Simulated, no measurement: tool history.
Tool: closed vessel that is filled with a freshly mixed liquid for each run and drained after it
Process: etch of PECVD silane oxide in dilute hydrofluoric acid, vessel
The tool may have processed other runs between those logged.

run	day	temperature setpoint of the liquid (C)	parts of water to one part of 49 % hydrofluoric acid (parts by volume)	time in the liquid (s)	thickness taken off the PECVD silane oxide on a monitor wafer (nm)
1	0	24	160	260	22.386
2	0.283	26	145	260	27.329
3	0.533	27.5	135	260	30.393
4	0.571	27.5	175	260	22.456
5	0.808	31	175	260	25.602
6	1.112	31	155	260	29.306
7	1.358	31	140	260	33.83

Run 8 comes next. What will it give?
# day 1.538: hydrofluoric acid flow meter replaced
8	1.538	31	130	260	?

{"run 8": {"thickness taken off the PECVD silane oxide on a monitor wafer (nm)": 40.153}}

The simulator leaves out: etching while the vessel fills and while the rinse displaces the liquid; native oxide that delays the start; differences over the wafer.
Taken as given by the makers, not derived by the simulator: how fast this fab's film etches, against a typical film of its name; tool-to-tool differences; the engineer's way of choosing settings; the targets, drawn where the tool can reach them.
